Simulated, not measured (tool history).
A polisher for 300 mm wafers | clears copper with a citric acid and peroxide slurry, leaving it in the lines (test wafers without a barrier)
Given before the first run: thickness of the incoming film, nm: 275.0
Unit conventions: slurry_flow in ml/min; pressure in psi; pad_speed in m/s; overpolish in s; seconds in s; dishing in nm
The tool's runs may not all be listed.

run,hour,slurry_flow,pressure,pad_speed,slurry_solids,overpolish,seconds,dishing
1,0,250,3.3,0.86,1,21,124.17,25.114
2,3.5,250,3.3,0.86,1,15,127.52,19.305
3,4.6,250,3.3,0.98,1,15,108.91,22.062
4,11.3,250,3.3,0.76,1,15,141.75,17.623
5,13.5,250,2.9,0.76,1,16,159.75,17.594
6,22.4,250,2.6,0.76,1,16,167.38,16.665
7,30,250,2.4,0.74,1,16,178.02,15.409
8,32.8,250,2.2,0.72,1,17,187.33,15.3
9,35.6,250,2,0.7,1,18,208.61,15.091

Run 10 comes next. What will it give?
10,40.1,250,1.9,0.7,1,18,?,?

For run 10 the tool returned seconds 215.03 s, dishing 15.056 nm.
